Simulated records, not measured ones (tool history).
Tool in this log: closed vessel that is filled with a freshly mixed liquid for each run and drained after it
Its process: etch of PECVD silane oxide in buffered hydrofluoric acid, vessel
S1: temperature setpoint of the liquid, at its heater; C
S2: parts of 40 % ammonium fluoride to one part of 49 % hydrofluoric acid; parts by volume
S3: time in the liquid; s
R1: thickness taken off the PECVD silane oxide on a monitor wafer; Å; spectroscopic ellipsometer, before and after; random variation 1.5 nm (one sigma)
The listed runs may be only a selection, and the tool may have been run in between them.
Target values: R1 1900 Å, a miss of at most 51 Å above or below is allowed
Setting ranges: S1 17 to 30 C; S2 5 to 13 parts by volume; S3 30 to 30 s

run	hour	S1	S2	S3	R1
1	0	22	8	30	980.54
2	6.8	24.5	7.5	30	1232.5
3	12	26.5	7.5	30	1364
4	18.5	23.5	7.5	30	1135.8
5	20.8	20.5	7.5	30	990.05
6	25.9	20.5	7.5	30	998.31
7	29	23.5	7	30	1240.8
8	33	23.5	7	30	1257.6
9	39.8	25.5	7	30	1386.8
10	41.1	27	7	30	1515.4
11	48.3	28	7	30	1585.3
12	49.5	28.5	7	30	1628.7
13	53	29	7	30	1647.1
14	61.4	29.5	7	30	1714.2

Which one of the following 4 next-run settings gets every result inside its allowed miss? There is exactly one.
A	69.8	30	6.5	30	?
B	69.8	27	5	30	?
C	69.8	30	8	30	?
D	69.8	30	6	30	?

move	R1
A	1889.2
B	2015.5
C	1534
D	2024.4
A: all results in spec
B: takes the biggest miss from the last run beyond its target
C: misses by more than the last run did
D: takes the biggest miss from the last run beyond its target
So the answer is move A, the one that meets all the targets.

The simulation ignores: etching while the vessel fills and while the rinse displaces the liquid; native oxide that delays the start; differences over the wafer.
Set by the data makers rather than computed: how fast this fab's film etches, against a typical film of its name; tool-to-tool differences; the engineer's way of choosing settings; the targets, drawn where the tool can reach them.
